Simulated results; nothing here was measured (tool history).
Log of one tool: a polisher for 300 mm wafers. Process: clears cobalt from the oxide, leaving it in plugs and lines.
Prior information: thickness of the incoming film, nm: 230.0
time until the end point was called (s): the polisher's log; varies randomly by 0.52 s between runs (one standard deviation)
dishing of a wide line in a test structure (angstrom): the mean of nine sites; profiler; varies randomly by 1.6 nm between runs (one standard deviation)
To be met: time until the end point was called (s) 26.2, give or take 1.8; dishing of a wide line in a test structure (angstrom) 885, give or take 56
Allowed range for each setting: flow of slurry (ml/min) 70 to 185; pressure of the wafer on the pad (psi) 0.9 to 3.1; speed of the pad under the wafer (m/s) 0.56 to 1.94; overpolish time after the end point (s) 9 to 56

run  hour  flow of slurry (ml/min)  pressure of the wafer on the pad (psi)  speed of the pad under the wafer (m/s)  overpolish time after the end point (s)  time until the end point was called (s)  dishing of a wide line in a test structure (angstrom)
  1     0                      120                                       2                                    1.24                                       29                                   41.667                                                 814.12
  2   4.5                      120                                       2                                    1.04                                       29                                   47.114                                                 782.89
  3  11.6                      120                                     2.2                                    1.06                                       28                                   43.003                                                 822.94
  4  15.5                      120                                     2.4                                     1.1                                       24                                   38.291                                                 787.32
       24  -- slurry nozzle cleaned
  5    24                      145                                     2.4                                     1.1                                       24                                   37.218                                                 814.11
  6    30                      145                                     2.4                                    0.98                                       24                                   38.631                                                 771.52
  7  36.1                      145                                     2.6                                       1                                       24                                   35.643                                                 774.48
  8  41.8                      145                                     2.7                                    1.04                                       26                                   32.359                                                 852.46
  9  44.6                      145                                     2.8                                    1.04                                       25                                   31.803                                                  838.3
 10  51.2                      145                                     2.9                                    1.06                                       25                                   30.219                                                  847.4
 11  53.8                      145                                     2.9                                    1.08                                       25                                   29.931                                                 861.77
 12  59.6                      145                                     2.9                                     1.1                                       25                                   30.246                                                 872.28

Below are 4 possible settings for the next run. Only one of them brings all results inside the allowed miss of their targets. Which is it?
  A  65.4                      135                                     2.7                                    0.94                                       25                                        ?                                                      ?
  B  65.4                      125                                     2.8                                    0.96                                       20                                        ?                                                      ?
  C  65.4                      125                                     3.1                                    0.92                                       22                                        ?                                                      ?
  D  65.4                      150                                       3                                    1.22                                       22                                        ?                                                      ?

move  time until the end point was called (s)  dishing of a wide line in a test structure (angstrom)
   A                                   36.538                                                 814.13
   B                                   35.085                                                 759.76
   C                                   32.873                                                 807.28
   D                                   26.121                                                 863.81
A: further off than the last run
B: further off than the last run
C: further off than the last run
D: in spec on every target
So the answer is move D, the one that meets all the targets.
